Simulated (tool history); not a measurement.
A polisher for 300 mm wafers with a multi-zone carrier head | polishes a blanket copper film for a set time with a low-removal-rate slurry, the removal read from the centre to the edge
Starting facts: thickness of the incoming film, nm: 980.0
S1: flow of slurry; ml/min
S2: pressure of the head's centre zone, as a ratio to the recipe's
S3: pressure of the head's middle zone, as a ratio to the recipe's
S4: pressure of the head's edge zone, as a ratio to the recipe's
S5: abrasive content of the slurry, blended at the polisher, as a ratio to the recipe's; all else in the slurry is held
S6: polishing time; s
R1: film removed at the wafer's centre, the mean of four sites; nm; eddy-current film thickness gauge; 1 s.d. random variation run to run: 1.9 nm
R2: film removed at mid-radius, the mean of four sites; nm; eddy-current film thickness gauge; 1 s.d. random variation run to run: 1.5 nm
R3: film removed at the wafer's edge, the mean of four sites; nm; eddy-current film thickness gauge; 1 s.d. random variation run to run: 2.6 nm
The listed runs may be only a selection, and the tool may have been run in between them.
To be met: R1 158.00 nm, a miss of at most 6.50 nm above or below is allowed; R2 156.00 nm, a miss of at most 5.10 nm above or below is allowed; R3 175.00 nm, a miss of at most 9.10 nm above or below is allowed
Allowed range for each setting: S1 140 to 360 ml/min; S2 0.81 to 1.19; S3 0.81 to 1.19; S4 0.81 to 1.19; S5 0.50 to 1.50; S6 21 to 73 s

run	hour	S1	S2	S3	S4	S5	S6	R1	R2	R3
1	0.0	230	1.00	1.00	1.00	1.00	47	145.53	133.93	134.60
2	6.6	230	1.00	1.00	1.06	1.00	47	143.68	135.07	138.54
3	13.2	230	0.93	1.00	1.06	1.00	47	132.93	133.83	135.45
4	17.2	230	0.93	0.99	1.09	1.10	48	138.87	135.27	144.28
5	23.4	230	0.93	0.91	1.09	1.10	48	138.54	127.98	148.19
6	32.1	265	0.93	0.91	1.09	1.10	48	142.47	128.45	150.00
7	40.4	260	0.92	0.93	1.10	1.20	49	143.67	135.36	158.15
8	42.6	265	0.93	0.95	1.11	1.25	49	151.21	142.32	157.09
9	44.4	265	0.92	0.95	1.12	1.30	50	151.13	143.74	160.73
10	45.4	270	0.91	0.95	1.13	1.35	50	149.32	145.35	166.40
11	52.5	275	0.91	0.96	1.14	1.40	50	148.38	146.73	163.52
12	55.8	280	0.91	0.96	1.15	1.40	50	152.94	150.73	163.18

Which single option among these 4 for the next run brings every result within its allowed miss of target? Just one does.
A	59.1	215	0.92	0.98	1.19	1.45	53	?	?	?
B	59.1	315	0.94	1.07	1.12	1.40	47	?	?	?
C	59.1	270	0.81	1.00	1.16	1.40	51	?	?	?
D	59.1	270	0.93	0.98	1.19	1.50	48	?	?	?

move	R1	R2	R3
A	159.30	155.40	177.82
B	151.04	154.50	157.08
C	138.62	155.85	171.56
D	151.68	145.90	165.73
A: every result lands within tolerance
B: misses by more than the last run did
C: meets the target for the result that was furthest off, but another lies outside its allowed miss
D: misses by more than the last run did
Correct choice: A, which meets every target
